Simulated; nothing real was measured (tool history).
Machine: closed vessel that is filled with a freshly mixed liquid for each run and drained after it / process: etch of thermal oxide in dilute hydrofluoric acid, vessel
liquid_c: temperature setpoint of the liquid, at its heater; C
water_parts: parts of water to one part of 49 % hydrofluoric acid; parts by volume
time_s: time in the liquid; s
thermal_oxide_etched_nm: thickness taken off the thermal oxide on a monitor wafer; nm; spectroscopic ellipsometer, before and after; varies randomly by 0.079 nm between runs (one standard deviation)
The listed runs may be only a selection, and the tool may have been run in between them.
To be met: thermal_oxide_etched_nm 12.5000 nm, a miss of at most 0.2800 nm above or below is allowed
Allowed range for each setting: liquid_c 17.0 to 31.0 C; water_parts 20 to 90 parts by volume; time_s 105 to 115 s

run 1 hour=0.0 | liquid_c=23.0 water_parts=50 time_s=105 | thermal_oxide_etched_nm=9.8043
run 2 hour=3.0 | liquid_c=24.5 water_parts=50 time_s=105 | thermal_oxide_etched_nm=10.4030
run 3 hour=10.8 | liquid_c=25.5 water_parts=50 time_s=105 | thermal_oxide_etched_nm=10.8030
run 4 hour=15.6 | liquid_c=25.5 water_parts=35 time_s=105 | thermal_oxide_etched_nm=15.7420
run 5 hour=20.5 | liquid_c=25.5 water_parts=35 time_s=105 | thermal_oxide_etched_nm=15.7810
run 6 hour=23.6 | liquid_c=25.5 water_parts=25 time_s=105 | thermal_oxide_etched_nm=22.0980
run 7 hour=27.3 | liquid_c=23.5 water_parts=30 time_s=105 | thermal_oxide_etched_nm=16.9680
run 8 hour=29.7 | liquid_c=22.0 water_parts=30 time_s=105 | thermal_oxide_etched_nm=15.9600
run 9 hour=37.8 | liquid_c=21.0 water_parts=30 time_s=105 | thermal_oxide_etched_nm=15.2970
run 10 hour=43.3 | liquid_c=20.0 water_parts=30 time_s=105 | thermal_oxide_etched_nm=14.9170
run 11 hour=50.6 | liquid_c=19.5 water_parts=30 time_s=105 | thermal_oxide_etched_nm=14.4210
run 12 hour=55.6 | liquid_c=19.0 water_parts=30 time_s=105 | thermal_oxide_etched_nm=14.0370
run 13 hour=62.4 | liquid_c=19.0 water_parts=30 time_s=105 | thermal_oxide_etched_nm=14.1860
run 14 hour=67.6 | liquid_c=18.5 water_parts=30 time_s=105 | thermal_oxide_etched_nm=13.6020
run 15 hour=71.4 | liquid_c=18.0 water_parts=30 time_s=105 | thermal_oxide_etched_nm=13.3790
run 16 hour=77.4 | liquid_c=17.5 water_parts=30 time_s=105 | thermal_oxide_etched_nm=13.1380
run 17 hour=86.1 | liquid_c=17.0 water_parts=30 time_s=105 | thermal_oxide_etched_nm=12.9600
run 18 hour=90.5 | liquid_c=17.5 water_parts=30 time_s=105 | thermal_oxide_etched_nm=13.2310
run 19 hour=98.4 | liquid_c=17.0 water_parts=30 time_s=105 | thermal_oxide_etched_nm=12.8130
run 20 hour=101.6 | liquid_c=17.5 water_parts=30 time_s=105 | thermal_oxide_etched_nm=13.2190
run 21 hour=108.6 | liquid_c=17.0 water_parts=30 time_s=105 | thermal_oxide_etched_nm=12.8480
run 22 hour=111.3 | liquid_c=17.5 water_parts=30 time_s=105 | thermal_oxide_etched_nm=13.2200
run 23 hour=112.6 | liquid_c=17.0 water_parts=30 time_s=105 | thermal_oxide_etched_nm=12.9110
run 24 hour=115.6 | liquid_c=17.0 water_parts=30 time_s=105 | thermal_oxide_etched_nm=12.9640
run 25 hour=117.2 | liquid_c=17.5 water_parts=30 time_s=105 | thermal_oxide_etched_nm=13.2780
run 26 hour=120.0 | liquid_c=17.0 water_parts=30 time_s=105 | thermal_oxide_etched_nm=12.8780
run 27 hour=124.0 | liquid_c=17.5 water_parts=30 time_s=105 | thermal_oxide_etched_nm=13.2010
run 28 hour=126.3 | liquid_c=17.0 water_parts=30 time_s=105 | thermal_oxide_etched_nm=12.8920

Of the 5 settings listed for the next run, only one would bring every result within its allowed miss of target. Which one?
run A hour=128.6 | liquid_c=19.0 water_parts=35 time_s=110 | thermal_oxide_etched_nm=?
run B hour=128.6 | liquid_c=18.0 water_parts=30 time_s=105 | thermal_oxide_etched_nm=?
run C hour=128.6 | liquid_c=19.5 water_parts=40 time_s=115 | thermal_oxide_etched_nm=?
run D hour=128.6 | liquid_c=17.5 water_parts=30 time_s=105 | thermal_oxide_etched_nm=?
run E hour=128.6 | liquid_c=19.0 water_parts=35 time_s=115 | thermal_oxide_etched_nm=?

move=A thermal_oxide_etched_nm=12.4780
move=B thermal_oxide_etched_nm=13.3810
move=C thermal_oxide_etched_nm=11.5940
move=D thermal_oxide_etched_nm=13.0910
move=E thermal_oxide_etched_nm=13.0450
A: hits every target within its allowed miss
B: its largest miss is bigger than the last run's
C: takes the result that was furthest off past its target
D: its largest miss is bigger than the last run's
E: its largest miss is bigger than the last run's
Go with A: it meets all targets.

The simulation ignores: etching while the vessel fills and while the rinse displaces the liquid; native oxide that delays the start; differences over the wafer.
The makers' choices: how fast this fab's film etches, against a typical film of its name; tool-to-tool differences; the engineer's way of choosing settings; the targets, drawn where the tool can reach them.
